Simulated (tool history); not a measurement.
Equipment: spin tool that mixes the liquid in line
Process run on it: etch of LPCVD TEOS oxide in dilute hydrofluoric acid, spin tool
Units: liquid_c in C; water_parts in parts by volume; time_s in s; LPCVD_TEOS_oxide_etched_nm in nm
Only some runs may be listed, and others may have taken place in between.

run    day  liquid_c  water_parts  time_s  LPCVD_TEOS_oxide_etched_nm
  1  0.000      20.0          260     265                      12.855
  2  0.158      19.0          265     265                      12.002
  3  0.346      19.0          185     265                      18.572
  4  0.600      19.0          185     265                      18.584
  5  0.688      18.5          215     265                      15.294
  6  1.054      20.0          215     265                      16.152
  7  1.092      19.0          235     265                      13.891

Run 8 has not been measured yet. What should we expect?
  8  1.233      18.5          245     265                           ?

LPCVD_TEOS_oxide_etched_nm: 13.080 nm
